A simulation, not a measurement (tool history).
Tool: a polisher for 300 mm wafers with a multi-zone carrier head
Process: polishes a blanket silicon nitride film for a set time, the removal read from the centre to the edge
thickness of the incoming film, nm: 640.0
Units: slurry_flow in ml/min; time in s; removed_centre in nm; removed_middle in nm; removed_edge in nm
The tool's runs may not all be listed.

{"run": 1, "hour": 0.0, "slurry_flow": 125, "centre_zone": 1.0, "middle_zone": 1.0, "edge_zone": 1.0, "time": 46, "removed_centre": 99.841, "removed_middle": 96.926, "removed_edge": 104.96}
{"run": 2, "hour": 2.6, "slurry_flow": 115, "centre_zone": 0.98, "middle_zone": 0.96, "edge_zone": 0.98, "time": 45, "removed_centre": 91.167, "removed_middle": 89.919, "removed_edge": 98.392}
{"run": 3, "hour": 6.3, "slurry_flow": 100, "centre_zone": 0.98, "middle_zone": 0.96, "edge_zone": 0.98, "time": 45, "removed_centre": 82.958, "removed_middle": 83.201, "removed_edge": 95.547}
{"run": 4, "hour": 12.2, "slurry_flow": 95, "centre_zone": 1.0, "middle_zone": 0.94, "edge_zone": 0.97, "time": 45, "removed_centre": 84.52, "removed_middle": 79.383, "removed_edge": 90.867}
{"run": 5, "hour": 18.0, "slurry_flow": 90, "centre_zone": 1.0, "middle_zone": 0.93, "edge_zone": 0.98, "time": 45, "removed_centre": 80.409, "removed_middle": 76.098, "removed_edge": 88.771}
{"run": 6, "hour": 20.9, "slurry_flow": 90, "centre_zone": 1.0, "middle_zone": 0.93, "edge_zone": 0.98, "time": 35, "removed_centre": 63.465, "removed_middle": 60.033, "removed_edge": 72.017}
{"hour": 29.0, "done": "slurry nozzle cleaned"}
{"run": 7, "hour": 29.0, "slurry_flow": 100, "centre_zone": 1.0, "middle_zone": 0.93, "edge_zone": 1.01, "time": 35, "removed_centre": 82.41, "removed_middle": 75.671, "removed_edge": 84.454}
{"run": 8, "hour": 34.1, "slurry_flow": 95, "centre_zone": 0.98, "middle_zone": 0.9, "edge_zone": 1.01, "time": 36, "removed_centre": 81.949, "removed_middle": 75.115, "removed_edge": 84.042}

The next listed run, before its measurement:
{"run": 9, "hour": 35.7, "slurry_flow": 80, "centre_zone": 0.95, "middle_zone": 0.86, "edge_zone": 1.11, "time": 36, "removed_centre": "?", "removed_middle": "?", "removed_edge": "?"}

Run 9 gave removed_centre 74.697 nm, removed_middle 66.530 nm, removed_edge 84.827 nm.

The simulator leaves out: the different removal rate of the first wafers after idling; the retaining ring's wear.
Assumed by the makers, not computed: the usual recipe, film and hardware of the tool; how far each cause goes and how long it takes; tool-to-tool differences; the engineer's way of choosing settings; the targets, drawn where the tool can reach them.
